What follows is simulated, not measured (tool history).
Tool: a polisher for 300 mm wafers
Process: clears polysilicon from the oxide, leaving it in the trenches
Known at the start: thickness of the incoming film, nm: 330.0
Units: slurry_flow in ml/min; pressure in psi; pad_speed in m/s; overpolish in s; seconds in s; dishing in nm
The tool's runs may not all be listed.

| run | hour | slurry_flow | pressure | pad_speed | overpolish | seconds | dishing |
|---|---|---|---|---|---|---|---|
| 1 | 0.0 | 300 | 1.7 | 1.08 | 21 | 35.540 | 41.722 |
| 2 | 8.8 | 300 | 1.7 | 1.20 | 21 | 32.379 | 40.934 |
| 3 | 10.3 | 300 | 1.5 | 1.16 | 22 | 38.316 | 41.766 |
| 4 | 17.9 | 300 | 1.3 | 1.16 | 20 | 43.316 | 41.994 |
| 5 | 26.1 | 295 | 1.2 | 1.16 | 17 | 47.626 | 40.274 |
| 6 | 31.9 | 295 | 1.1 | 1.16 | 18 | 51.099 | 39.394 |

Forecast run 7:
| 7 | 40.5 | 300 | 1.0 | 1.16 | 20 | ? | ? |

seconds: 57.056 s
dishing: 39.128 nm
